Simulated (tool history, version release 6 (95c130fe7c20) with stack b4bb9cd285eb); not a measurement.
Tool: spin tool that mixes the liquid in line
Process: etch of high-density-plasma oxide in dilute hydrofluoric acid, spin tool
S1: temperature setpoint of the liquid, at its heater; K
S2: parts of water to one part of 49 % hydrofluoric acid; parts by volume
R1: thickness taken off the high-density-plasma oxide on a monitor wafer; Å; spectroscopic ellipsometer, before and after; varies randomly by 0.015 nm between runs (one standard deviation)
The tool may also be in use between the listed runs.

Run 1, hour 0: S1 294.15 K, S2 135 parts by volume, time under the liquid (s) 85. Result: R1 29.496 Å.
Run 2, hour 0.7: S1 294.15 K, S2 95 parts by volume, time under the liquid (s) 85. Result: R1 44.326 Å.
Run 3, hour 2: S1 294.15 K, S2 95 parts by volume, time under the liquid (s) 65. Result: R1 33.771 Å.
Run 4, hour 2.8: S1 292.65 K, S2 105 parts by volume, time under the liquid (s) 65. Result: R1 28.035 Å.
Run 5, hour 5.3: S1 292.65 K, S2 105 parts by volume, time under the liquid (s) 85. Result: R1 37.322 Å.
Run 6, hour 14.1: S1 292.15 K, S2 120 parts by volume, time under the liquid (s) 85. Result: R1 31.223 Å.
Run 7, hour 17.5: S1 291.65 K, S2 130 parts by volume, time under the liquid (s) 85. Result: R1 28.171 Å.
Run 8, hour 20.8: S1 291.15 K, S2 135 parts by volume, time under the liquid (s) 85. Result: R1 26.5 Å.

Expected results for the next run?
Run 9, hour 25.1: S1 290.65 K, S2 140 parts by volume, time under the liquid (s) 85. Result: R1 ?.

{"run 9": {"R1": 25.045}}

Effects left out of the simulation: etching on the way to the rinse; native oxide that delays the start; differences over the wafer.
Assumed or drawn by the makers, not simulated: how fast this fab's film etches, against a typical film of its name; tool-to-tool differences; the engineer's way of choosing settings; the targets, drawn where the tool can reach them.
